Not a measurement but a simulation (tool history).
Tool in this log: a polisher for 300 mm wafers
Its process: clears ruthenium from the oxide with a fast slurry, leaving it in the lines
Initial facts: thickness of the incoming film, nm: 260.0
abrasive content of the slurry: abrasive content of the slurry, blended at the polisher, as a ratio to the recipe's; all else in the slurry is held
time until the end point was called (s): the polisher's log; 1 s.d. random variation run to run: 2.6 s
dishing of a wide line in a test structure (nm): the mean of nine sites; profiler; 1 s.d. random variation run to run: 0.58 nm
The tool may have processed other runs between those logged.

run	day	flow of slurry (ml/min)	pressure of the wafer on the pad (psi)	speed of the pad under the wafer (m/s)	abrasive content of the slurry	overpolish time after the end point (s)	time until the end point was called (s)	dishing of a wide line in a test structure (nm)
1	0.000	235	2.2	1.16	1.0	20	74.328	49.338
2	0.192	235	2.0	1.14	1.0	19	81.216	45.649
3	0.458	235	2.2	1.14	1.0	19	73.618	45.489
4	0.550	275	2.2	1.14	1.0	19	76.231	48.823
5	0.738	275	2.4	1.14	1.0	19	67.233	52.286
# day 0.912: worn pad replaced by a new one
6	0.912	275	2.4	1.14	1.0	13	61.709	40.903
7	1.046	275	2.2	1.12	1.0	13	68.176	38.078

Run 8 has not been measured yet. What should we expect?
8	1.342	275	2.0	1.10	1.0	13	?	?

{"run 8": {"time until the end point was called (s)": 74.536, "dishing of a wide line in a test structure (nm)": 35.882}}
